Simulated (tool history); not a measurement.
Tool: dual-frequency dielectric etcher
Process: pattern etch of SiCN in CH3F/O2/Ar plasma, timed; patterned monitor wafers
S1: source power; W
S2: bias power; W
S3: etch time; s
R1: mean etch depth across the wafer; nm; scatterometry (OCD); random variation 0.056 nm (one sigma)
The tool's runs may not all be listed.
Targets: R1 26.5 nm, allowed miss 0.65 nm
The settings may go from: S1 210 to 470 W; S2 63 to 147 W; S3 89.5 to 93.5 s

run 1 hour=0 | S1=340 S2=105 S3=89.5 | R1=36.408
run 2 hour=7.7 | S1=300 S2=91 S3=89.5 | R1=32.41
run 3 hour=16.6 | S1=300 S2=91 S3=89.5 | R1=32.345
run 4 hour=17.7 | S1=300 S2=91 S3=93.5 | R1=33.817
run 5 hour=25.3 | S1=280 S2=82 S3=93 | R1=31.233
run 6 hour=30.9 | S1=280 S2=82 S3=89.5 | R1=29.932
run 7 hour=33.7 | S1=280 S2=82 S3=89.5 | R1=29.903
run 8 hour=39.7 | S1=260 S2=79 S3=89.5 | R1=28.22
run 9 hour=44 | S1=250 S2=79 S3=89.5 | R1=27.581
run 10 hour=50.3 | S1=250 S2=79 S3=89.5 | R1=27.509

4 next moves are on the table. One of them brings every result within its allowed miss. Which?
run A hour=56.6 | S1=260 S2=85 S3=89.5 | R1=?
run B hour=56.6 | S1=230 S2=89 S3=92 | R1=?
run C hour=56.6 | S1=270 S2=63 S3=89.5 | R1=?
run D hour=56.6 | S1=240 S2=68 S3=89.5 | R1=?

move=A R1=29.061
move=B R1=28.106
move=C R1=26.723
move=D R1=25.482
A: further off than the last run
B: further off than the last run
C: meets every target
D: takes the result that was furthest off past its target
Answer: C
